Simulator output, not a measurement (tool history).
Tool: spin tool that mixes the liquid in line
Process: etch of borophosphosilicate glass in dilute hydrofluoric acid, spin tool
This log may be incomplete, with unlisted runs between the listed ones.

run	day	temperature setpoint of the liquid (K)	parts of water to one part of 49 % hydrofluoric acid (parts by volume)	time under the liquid (s)	thickness taken off the borophosphosilicate glass on a monitor wafer (angstrom)
1	0.000	295.15	210	235	757.13
2	0.062	296.65	205	235	819.53
3	0.362	298.15	205	235	866.95
4	0.583	299.15	200	235	925.02
5	0.604	299.65	200	235	933.73
6	0.658	300.15	195	235	982.48

Run 7 has not been measured yet. What should we expect?
7	1.008	300.65	195	235	?

{"run 7": {"thickness taken off the borophosphosilicate glass on a monitor wafer (angstrom)": 1009.6}}
